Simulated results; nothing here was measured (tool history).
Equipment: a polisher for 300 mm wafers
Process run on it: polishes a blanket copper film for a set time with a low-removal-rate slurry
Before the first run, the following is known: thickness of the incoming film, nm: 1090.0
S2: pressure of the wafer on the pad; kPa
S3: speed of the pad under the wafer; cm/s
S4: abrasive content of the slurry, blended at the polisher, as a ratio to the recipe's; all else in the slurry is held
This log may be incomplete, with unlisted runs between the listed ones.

{"run": 1, "hour": 0.0, "flow of slurry (ml/min)": 170, "S2": 14.5, "S3": 130, "S4": 1, "polishing time (s)": 60, "film removed (Å)": 1793.9}
{"run": 2, "hour": 5.3, "flow of slurry (ml/min)": 165, "S2": 12.4, "S3": 124, "S4": 1, "polishing time (s)": 60, "film removed (Å)": 1463.4}
{"run": 3, "hour": 7.8, "flow of slurry (ml/min)": 165, "S2": 12.4, "S3": 124, "S4": 1, "polishing time (s)": 60, "film removed (Å)": 1476.3}
{"run": 4, "hour": 14.4, "flow of slurry (ml/min)": 160, "S2": 11, "S3": 120, "S4": 1, "polishing time (s)": 60, "film removed (Å)": 1288.5}
{"run": 5, "hour": 22.7, "flow of slurry (ml/min)": 155, "S2": 9.7, "S3": 118, "S4": 1, "polishing time (s)": 60, "film removed (Å)": 1117.7}
{"run": 6, "hour": 28.9, "flow of slurry (ml/min)": 145, "S2": 9, "S3": 118, "S4": 1, "polishing time (s)": 60, "film removed (Å)": 1028.2}

The next listed run, before its measurement:
{"run": 7, "hour": 35.4, "flow of slurry (ml/min)": 135, "S2": 9, "S3": 118, "S4": 1, "polishing time (s)": 60, "film removed (Å)": "?"}

Logged for run 7: film removed (Å) 1025.3.

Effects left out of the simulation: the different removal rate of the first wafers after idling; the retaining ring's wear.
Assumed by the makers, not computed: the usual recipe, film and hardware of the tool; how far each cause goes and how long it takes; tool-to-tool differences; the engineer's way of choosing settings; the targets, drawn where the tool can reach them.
